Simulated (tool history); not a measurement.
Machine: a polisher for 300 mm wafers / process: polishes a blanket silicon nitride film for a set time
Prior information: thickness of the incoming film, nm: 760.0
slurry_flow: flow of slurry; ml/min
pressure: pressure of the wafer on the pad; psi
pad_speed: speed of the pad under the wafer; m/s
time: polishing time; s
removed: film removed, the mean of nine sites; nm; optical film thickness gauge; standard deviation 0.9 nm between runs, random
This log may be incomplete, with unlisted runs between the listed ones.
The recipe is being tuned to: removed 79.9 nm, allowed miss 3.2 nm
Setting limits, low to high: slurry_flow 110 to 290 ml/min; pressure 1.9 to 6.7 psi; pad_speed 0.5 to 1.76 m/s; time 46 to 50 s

run	hour	slurry_flow	pressure	pad_speed	time	removed
1	0	185	4.3	1.12	50	114.65
2	8.1	185	4.1	1.12	50	107.28
3	9.1	185	3.9	1.12	50	102.11
4	13.7	185	3.8	1.12	50	98.794
5	21.3	185	3.7	1.12	50	95.656
6	22.9	230	3.7	1.12	50	98.385
7	24.3	225	2.7	1.1	50	71.908
8	28.9	225	2.8	1.1	50	75.572

Which single option among these 5 for the next run brings every result within its allowed miss of target? Just one does.
A	33.5	195	3.8	0.92	46	?
B	33.5	260	2.5	1.22	50	?
C	33.5	235	2.8	1.04	49	?
D	33.5	175	3.3	1.12	50	?
E	33.5	250	3.1	1.24	46	?

move	removed
A	79.287
B	74.705
C	71.022
D	86.785
E	85.155
A: all results land within tolerance of their targets
B: misses by more than the last run did
C: misses by more than the last run did
D: takes the result that was furthest off past its target
E: takes the result that was furthest off past its target
The right move is A.

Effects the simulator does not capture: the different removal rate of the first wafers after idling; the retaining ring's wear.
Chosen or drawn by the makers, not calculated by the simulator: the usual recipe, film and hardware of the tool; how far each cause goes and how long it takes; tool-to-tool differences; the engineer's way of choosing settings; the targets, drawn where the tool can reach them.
